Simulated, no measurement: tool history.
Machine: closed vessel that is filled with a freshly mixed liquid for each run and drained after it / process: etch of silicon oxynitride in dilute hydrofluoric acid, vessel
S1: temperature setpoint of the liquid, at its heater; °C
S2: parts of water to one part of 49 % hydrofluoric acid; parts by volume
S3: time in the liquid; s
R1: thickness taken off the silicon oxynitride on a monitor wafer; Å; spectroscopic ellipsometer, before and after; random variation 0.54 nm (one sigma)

run	hour	S1	S2	S3	R1
1	0	23	250	2685	271.47
2	2.2	23	250	2685	273.01
3	5.2	23	165	2685	443.69
4	6.5	23	165	2685	439.29
5	8.8	25	140	2685	581.52
6	9.9	26.5	130	2685	672.79

The next listed run, before its measurement:
7	13.8	27.5	120	2685	?

Logged for run 7: R1 774.77 Å.
